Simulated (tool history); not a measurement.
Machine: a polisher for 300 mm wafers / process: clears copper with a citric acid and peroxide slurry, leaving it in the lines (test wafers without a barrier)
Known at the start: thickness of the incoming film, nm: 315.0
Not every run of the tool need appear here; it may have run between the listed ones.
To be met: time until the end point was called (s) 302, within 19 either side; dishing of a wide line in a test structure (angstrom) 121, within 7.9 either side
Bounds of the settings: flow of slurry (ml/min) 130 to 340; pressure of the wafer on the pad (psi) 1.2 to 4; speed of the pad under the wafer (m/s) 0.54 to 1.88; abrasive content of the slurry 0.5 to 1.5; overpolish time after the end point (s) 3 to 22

run  hour  flow of slurry (ml/min)  pressure of the wafer on the pad (psi)  speed of the pad under the wafer (m/s)  abrasive content of the slurry  overpolish time after the end point (s)  time until the end point was called (s)  dishing of a wide line in a test structure (angstrom)
  1     0                      220                                     2.6                                     1.2                               1                                       11                                    113.3                                                 213.08
  2   1.7                      220                                     2.6                                     1.2                               1                                        8                                   115.34                                                  157.4
  3   9.2                      220                                     2.6                                     1.2                             1.1                                        8                                   110.16                                                 160.94
  4  11.4                      215                                     2.4                                    1.14                            1.05                                        9                                   126.97                                                 164.88
     13.9  -- head pressure recalibrated
  5  13.9                      215                                     2.3                                    1.08                            1.05                                        9                                   148.36                                                 140.61
  6  21.1                      215                                     2.2                                    1.06                            1.05                                       10                                   162.87                                                 146.38
  7  24.5                      215                                     2.2                                    1.06                            1.05                                       10                                   162.98                                                 139.28
  8  32.4                      215                                     2.1                                    1.06                            1.05                                       11                                   158.92                                                 147.29
  9  38.5                      210                                       2                                    1.04                            1.05                                       12                                   168.99                                                 155.52
 10  41.2                      210                                     1.9                                    1.02                            1.05                                       12                                   186.18                                                 143.05
 11  47.8                      210                                     1.8                                       1                            1.05                                       12                                   195.74                                                 132.47
 12  56.1                      210                                     1.7                                    0.98                            1.05                                       13                                   217.25                                                 136.51
 13  56.8                      210                                     1.6                                    0.98                            1.05                                       13                                   228.54                                                    131
 14  60.2                      210                                     1.5                                    0.98                            1.05                                       13                                   242.25                                                 122.48
 15  68.1                      210                                     1.3                                    0.94                            1.05                                       14                                    294.3                                                 112.79

Of the 5 settings listed for the next run, only one would bring every result within its allowed miss of target. Which one?
  A    76                      185                                     1.4                                    0.96                             0.8                                       13                                        ?                                                      ?
  B    76                      205                                     1.2                                    0.92                            1.05                                       14                                        ?                                                      ?
  C    76                      165                                     1.2                                    0.98                            1.05                                       14                                        ?                                                      ?
  D    76                      210                                     1.4                                    0.84                            1.05                                       16                                        ?                                                      ?
  E    76                      165                                     1.2                                    1.08                            0.95                                       12                                        ?                                                      ?

move  time until the end point was called (s)  dishing of a wide line in a test structure (angstrom)
   A                                   270.92                                                 107.11
   B                                   304.62                                                 102.57
   C                                   297.59                                                 104.85
   D                                   288.58                                                 122.86
   E                                   276.12                                                 97.218
A: misses by more than the last run did
B: misses by more than the last run did
C: misses by more than the last run did
D: every result lands within tolerance
E: misses by more than the last run did
The right move is D.

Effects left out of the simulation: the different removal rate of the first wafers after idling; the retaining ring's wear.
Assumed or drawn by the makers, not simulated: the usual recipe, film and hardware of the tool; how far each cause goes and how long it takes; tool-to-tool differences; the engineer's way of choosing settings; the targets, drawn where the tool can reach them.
